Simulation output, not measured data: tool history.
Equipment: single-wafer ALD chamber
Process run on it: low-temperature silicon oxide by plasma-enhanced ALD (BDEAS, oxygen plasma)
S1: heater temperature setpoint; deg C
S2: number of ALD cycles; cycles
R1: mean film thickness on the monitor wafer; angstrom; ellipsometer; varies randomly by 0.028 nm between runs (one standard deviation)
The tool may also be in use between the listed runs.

| run | hour | S1 | S2 | R1 |
|---|---|---|---|---|
| 1 | 0 | 105 | 31 | 42.177 |
| 2 | 7 | 104 | 32 | 44.236 |
| 3 | 11.6 | 103 | 33 | 45.549 |
| 4 | 17.3 | 102 | 33 | 45.367 |
| 5 | 18.9 | 97 | 33 | 46.006 |
| 6 | 22 | 97 | 29 | 40.396 |

The next listed run, before its measurement:
|  | 29.6 | thermocouple changed; heater temperature recalibrated |
| 7 | 29.6 | 97 | 30 | ? |

Run 7 came out at R1 42.114 angstrom.

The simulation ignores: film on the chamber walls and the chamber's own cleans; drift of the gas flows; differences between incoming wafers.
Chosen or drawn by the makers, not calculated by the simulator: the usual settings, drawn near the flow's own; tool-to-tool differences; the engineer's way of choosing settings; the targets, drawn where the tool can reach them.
